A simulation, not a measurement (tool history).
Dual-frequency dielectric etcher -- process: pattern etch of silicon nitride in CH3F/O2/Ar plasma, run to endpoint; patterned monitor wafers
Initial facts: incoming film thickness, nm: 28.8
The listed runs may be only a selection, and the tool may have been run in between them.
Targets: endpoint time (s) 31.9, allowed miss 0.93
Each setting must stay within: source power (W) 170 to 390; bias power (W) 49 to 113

{"run": 1, "day": 0.0, "source power (W)": 280, "bias power (W)": 81, "endpoint time (s)": 39.094}
{"run": 2, "day": 0.3, "source power (W)": 250, "bias power (W)": 81, "endpoint time (s)": 42.059}
{"run": 3, "day": 0.346, "source power (W)": 230, "bias power (W)": 81, "endpoint time (s)": 42.946}
{"run": 4, "day": 0.583, "source power (W)": 270, "bias power (W)": 86, "endpoint time (s)": 39.203}
{"run": 5, "day": 0.788, "source power (W)": 270, "bias power (W)": 98, "endpoint time (s)": 36.448}
{"run": 6, "day": 0.942, "source power (W)": 270, "bias power (W)": 87, "endpoint time (s)": 38.872}
{"run": 7, "day": 1.046, "source power (W)": 300, "bias power (W)": 89, "endpoint time (s)": 36.449}
{"run": 8, "day": 1.296, "source power (W)": 320, "bias power (W)": 90, "endpoint time (s)": 35.016}
{"run": 9, "day": 1.567, "source power (W)": 330, "bias power (W)": 91, "endpoint time (s)": 34.208}
{"run": 10, "day": 1.892, "source power (W)": 340, "bias power (W)": 92, "endpoint time (s)": 33.706}
{"run": 11, "day": 2.0, "source power (W)": 350, "bias power (W)": 93, "endpoint time (s)": 33.442}

Next run, 5 choices. One meets every target within its allowed miss, the rest don't. Which?
{"run": "A", "day": 2.108, "source power (W)": 340, "bias power (W)": 105, "endpoint time (s)": "?"}
{"run": "B", "day": 2.108, "source power (W)": 340, "bias power (W)": 85, "endpoint time (s)": "?"}
{"run": "C", "day": 2.108, "source power (W)": 380, "bias power (W)": 108, "endpoint time (s)": "?"}
{"run": "D", "day": 2.108, "source power (W)": 320, "bias power (W)": 87, "endpoint time (s)": "?"}
{"run": "E", "day": 2.108, "source power (W)": 390, "bias power (W)": 108, "endpoint time (s)": "?"}

move=A endpoint_time_(s)=31.557
move=B endpoint_time_(s)=34.926
move=C endpoint_time_(s)=29.654
move=D endpoint_time_(s)=35.497
move=E endpoint_time_(s)=29.322
A: every result lands within tolerance
B: its largest miss is bigger than the last run's
C: the result that was furthest off in the last run now lies on the other side of its target
D: its largest miss is bigger than the last run's
E: the result that was furthest off in the last run now lies on the other side of its target
A is the move that brings every result within its allowed miss.

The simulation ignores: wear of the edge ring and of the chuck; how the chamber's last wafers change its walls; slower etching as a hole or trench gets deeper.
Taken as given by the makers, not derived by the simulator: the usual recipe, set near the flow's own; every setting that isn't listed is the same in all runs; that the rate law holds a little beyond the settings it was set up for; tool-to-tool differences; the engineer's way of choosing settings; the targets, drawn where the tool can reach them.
